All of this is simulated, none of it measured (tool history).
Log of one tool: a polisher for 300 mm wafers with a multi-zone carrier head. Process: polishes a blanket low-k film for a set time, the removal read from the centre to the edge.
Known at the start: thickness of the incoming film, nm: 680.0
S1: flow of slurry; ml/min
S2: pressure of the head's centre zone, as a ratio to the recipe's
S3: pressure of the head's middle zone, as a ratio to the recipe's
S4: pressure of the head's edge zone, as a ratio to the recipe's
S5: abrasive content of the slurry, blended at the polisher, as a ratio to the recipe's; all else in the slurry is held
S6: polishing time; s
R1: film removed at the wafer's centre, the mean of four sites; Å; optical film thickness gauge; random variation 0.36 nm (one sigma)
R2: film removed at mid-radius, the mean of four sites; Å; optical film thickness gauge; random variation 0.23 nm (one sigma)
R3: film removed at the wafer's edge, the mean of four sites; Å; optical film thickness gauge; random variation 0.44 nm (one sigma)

| run | hour | S1 | S2 | S3 | S4 | S5 | S6 | R1 | R2 | R3 |
|---|---|---|---|---|---|---|---|---|---|---|
| 1 | 0.0 | 290 | 1.00 | 1.00 | 1.00 | 1.00 | 72 | 305.87 | 300.92 | 293.82 |
| 2 | 6.4 | 290 | 1.00 | 1.00 | 1.07 | 1.00 | 72 | 298.86 | 298.90 | 307.18 |
| 3 | 14.8 | 290 | 0.94 | 1.00 | 1.07 | 1.00 | 72 | 283.17 | 302.12 | 303.85 |
| 4 | 21.9 | 290 | 0.94 | 1.04 | 1.07 | 1.00 | 72 | 287.42 | 310.09 | 308.59 |
| 5 | 25.3 | 305 | 1.03 | 1.07 | 1.08 | 1.05 | 72 | 320.80 | 324.28 | 317.01 |
| 6 | 30.8 | 305 | 1.03 | 1.07 | 1.08 | 1.05 | 56 | 247.82 | 254.49 | 242.62 |
| 7 | 35.0 | 330 | 1.13 | 1.08 | 1.18 | 1.30 | 65 | 348.01 | 332.62 | 329.13 |

The next listed run, before its measurement:
| 8 | 43.9 | 340 | 1.15 | 1.07 | 1.18 | 1.35 | 65 | ? | ? | ? |

Run 8 gave R1 369.60 Å, R2 337.83 Å, R3 337.01 Å.

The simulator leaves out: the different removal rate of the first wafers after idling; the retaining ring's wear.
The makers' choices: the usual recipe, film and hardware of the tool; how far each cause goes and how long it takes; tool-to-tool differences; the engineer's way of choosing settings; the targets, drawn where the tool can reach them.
